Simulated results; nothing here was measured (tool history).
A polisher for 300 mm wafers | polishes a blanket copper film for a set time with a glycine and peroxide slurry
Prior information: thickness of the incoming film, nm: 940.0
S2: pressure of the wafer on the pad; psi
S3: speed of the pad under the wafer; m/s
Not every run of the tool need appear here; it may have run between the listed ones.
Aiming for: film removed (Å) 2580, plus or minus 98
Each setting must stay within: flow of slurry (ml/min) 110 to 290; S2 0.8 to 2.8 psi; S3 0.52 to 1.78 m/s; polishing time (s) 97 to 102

Run 1, day 0: flow of slurry (ml/min) 185, S2 1.8 psi, S3 1.14 m/s, polishing time (s) 97. Result: film removed (Å) 3669.3.
Run 2, day 0.304: flow of slurry (ml/min) 185, S2 1.8 psi, S3 1.36 m/s, polishing time (s) 97. Result: film removed (Å) 4039.7.
Run 3, day 0.412: flow of slurry (ml/min) 185, S2 1.8 psi, S3 1.36 m/s, polishing time (s) 97. Result: film removed (Å) 3922.
Run 4, day 0.725: flow of slurry (ml/min) 210, S2 1.8 psi, S3 1.36 m/s, polishing time (s) 97. Result: film removed (Å) 4059.5.
Run 5, day 0.929: flow of slurry (ml/min) 210, S2 1.8 psi, S3 1.24 m/s, polishing time (s) 97. Result: film removed (Å) 3861.5.
Run 6, day 1.167: flow of slurry (ml/min) 210, S2 1.5 psi, S3 1.22 m/s, polishing time (s) 97. Result: film removed (Å) 3339.5.
Run 7, day 1.233: flow of slurry (ml/min) 210, S2 1.3 psi, S3 1.2 m/s, polishing time (s) 97. Result: film removed (Å) 2959.2.
Run 8, day 1.596: flow of slurry (ml/min) 210, S2 1.2 psi, S3 1.2 m/s, polishing time (s) 97. Result: film removed (Å) 2789.9.
Run 9, day 1.733: flow of slurry (ml/min) 205, S2 1.2 psi, S3 1.2 m/s, polishing time (s) 97. Result: film removed (Å) 2804.4.

Of the 5 settings listed for the next run, only one would bring every result within its allowed miss of target. Which one?
Run A, day 1.871: flow of slurry (ml/min) 235, S2 1.3 psi, S3 1.2 m/s, polishing time (s) 98. Result: film removed (Å) ?.
Run B, day 1.871: flow of slurry (ml/min) 150, S2 1.2 psi, S3 1.08 m/s, polishing time (s) 99. Result: film removed (Å) ?.
Run C, day 1.871: flow of slurry (ml/min) 235, S2 1 psi, S3 0.96 m/s, polishing time (s) 99. Result: film removed (Å) ?.
Run D, day 1.871: flow of slurry (ml/min) 205, S2 1.1 psi, S3 1.36 m/s, polishing time (s) 100. Result: film removed (Å) ?.
Run E, day 1.871: flow of slurry (ml/min) 180, S2 0.9 psi, S3 1.24 m/s, polishing time (s) 100. Result: film removed (Å) ?.

move  film removed (Å)
   A            3027.2
   B            2578.2
   C            2341.9
   D            2849.7
   E            2346.9
A: the biggest miss grows against the last run
B: all results land within tolerance of their targets
C: the result that was furthest off in the last run now lies on the other side of its target
D: the biggest miss grows against the last run
E: the result that was furthest off in the last run now lies on the other side of its target
Answer: B

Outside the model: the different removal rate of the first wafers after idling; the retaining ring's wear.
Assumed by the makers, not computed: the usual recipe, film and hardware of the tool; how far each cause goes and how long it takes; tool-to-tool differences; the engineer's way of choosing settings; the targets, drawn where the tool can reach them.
